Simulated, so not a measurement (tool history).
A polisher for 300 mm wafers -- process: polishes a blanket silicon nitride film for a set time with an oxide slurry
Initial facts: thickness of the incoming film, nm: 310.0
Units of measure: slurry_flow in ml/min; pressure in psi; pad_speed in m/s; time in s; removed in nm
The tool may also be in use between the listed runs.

run,hour,slurry_flow,pressure,pad_speed,slurry_solids,time,removed
1,0.0,280,2.9,0.92,1.00,116,54.716
2,7.4,280,2.8,0.92,1.00,116,52.396
3,16.1,280,2.8,0.92,0.85,116,48.434
4,19.5,255,2.8,0.92,0.85,116,48.782
5,22.0,255,3.4,0.92,0.85,116,56.823
6,24.9,210,3.4,0.92,0.85,116,56.577
7,31.1,210,3.2,0.92,0.85,116,54.097
8,31.9,210,3.0,0.92,0.85,116,50.240

For run 9, what comes out?
9,35.7,210,2.9,0.92,0.85,116,?

{"run 9": {"removed": 49.427}}
